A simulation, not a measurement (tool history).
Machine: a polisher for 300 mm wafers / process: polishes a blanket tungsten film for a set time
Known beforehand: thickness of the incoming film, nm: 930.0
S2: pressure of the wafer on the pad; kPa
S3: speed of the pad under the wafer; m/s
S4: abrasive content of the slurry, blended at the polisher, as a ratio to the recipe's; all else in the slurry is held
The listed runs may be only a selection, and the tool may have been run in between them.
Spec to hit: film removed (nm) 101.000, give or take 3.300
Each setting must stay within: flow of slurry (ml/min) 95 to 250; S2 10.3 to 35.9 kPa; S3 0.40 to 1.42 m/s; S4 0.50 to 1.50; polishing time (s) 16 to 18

Run 1, hour 0.0: flow of slurry (ml/min) 160, S2 22.8 kPa, S3 0.90 m/s, S4 1.00, polishing time (s) 18. Result: film removed (nm) 70.938.
Run 2, hour 1.1: flow of slurry (ml/min) 160, S2 18.6 kPa, S3 0.90 m/s, S4 1.00, polishing time (s) 18. Result: film removed (nm) 58.025.
Run 3, hour 6.3: flow of slurry (ml/min) 190, S2 18.6 kPa, S3 0.90 m/s, S4 1.00, polishing time (s) 18. Result: film removed (nm) 59.201.
Run 4, hour 9.8: flow of slurry (ml/min) 190, S2 21.4 kPa, S3 0.90 m/s, S4 1.00, polishing time (s) 18. Result: film removed (nm) 69.278.
Run 5, hour 11.8: flow of slurry (ml/min) 195, S2 23.4 kPa, S3 0.90 m/s, S4 1.00, polishing time (s) 18. Result: film removed (nm) 74.273.
Run 6, hour 19.1: flow of slurry (ml/min) 175, S2 23.4 kPa, S3 0.90 m/s, S4 1.00, polishing time (s) 18. Result: film removed (nm) 73.700.
Run 7, hour 25.1: flow of slurry (ml/min) 175, S2 23.4 kPa, S3 0.90 m/s, S4 1.00, polishing time (s) 18. Result: film removed (nm) 73.915.
Run 8, hour 28.1: flow of slurry (ml/min) 175, S2 23.4 kPa, S3 0.90 m/s, S4 1.00, polishing time (s) 18. Result: film removed (nm) 73.043.
Run 9, hour 30.7: flow of slurry (ml/min) 180, S2 25.5 kPa, S3 0.90 m/s, S4 1.00, polishing time (s) 18. Result: film removed (nm) 80.176.
Run 10, hour 38.8: flow of slurry (ml/min) 180, S2 26.9 kPa, S3 0.90 m/s, S4 1.00, polishing time (s) 18. Result: film removed (nm) 85.032.
Run 11, hour 43.4: flow of slurry (ml/min) 180, S2 27.6 kPa, S3 0.90 m/s, S4 1.00, polishing time (s) 18. Result: film removed (nm) 86.977.
Run 12, hour 51.0: flow of slurry (ml/min) 180, S2 28.3 kPa, S3 0.90 m/s, S4 1.00, polishing time (s) 18. Result: film removed (nm) 87.470.
Run 13, hour 54.1: flow of slurry (ml/min) 180, S2 28.3 kPa, S3 0.90 m/s, S4 1.00, polishing time (s) 18. Result: film removed (nm) 88.635.
Run 14, hour 54.8: flow of slurry (ml/min) 180, S2 29.0 kPa, S3 0.90 m/s, S4 1.00, polishing time (s) 18. Result: film removed (nm) 90.638.
Run 15, hour 58.4: flow of slurry (ml/min) 180, S2 29.6 kPa, S3 0.90 m/s, S4 1.00, polishing time (s) 18. Result: film removed (nm) 94.060.

Below are 4 possible settings for the next run. Only one of them brings all results inside the allowed miss of their targets. Which is it?
Run A, hour 62.0: flow of slurry (ml/min) 180, S2 32.4 kPa, S3 0.86 m/s, S4 0.95, polishing time (s) 18. Result: film removed (nm) ?.
Run B, hour 62.0: flow of slurry (ml/min) 200, S2 35.9 kPa, S3 0.78 m/s, S4 0.85, polishing time (s) 18. Result: film removed (nm) ?.
Run C, hour 62.0: flow of slurry (ml/min) 200, S2 21.4 kPa, S3 1.16 m/s, S4 1.20, polishing time (s) 18. Result: film removed (nm) ?.
Run D, hour 62.0: flow of slurry (ml/min) 165, S2 25.5 kPa, S3 1.14 m/s, S4 1.10, polishing time (s) 18. Result: film removed (nm) ?.

move  film removed (nm)
   A             96.621
   B             95.478
   C             92.457
   D            103.400
A: closer than the last run, but not yet in spec
B: closer than the last run, but not yet in spec
C: moves away from the targets compared with the last run
D: all results in spec
The right move is D.

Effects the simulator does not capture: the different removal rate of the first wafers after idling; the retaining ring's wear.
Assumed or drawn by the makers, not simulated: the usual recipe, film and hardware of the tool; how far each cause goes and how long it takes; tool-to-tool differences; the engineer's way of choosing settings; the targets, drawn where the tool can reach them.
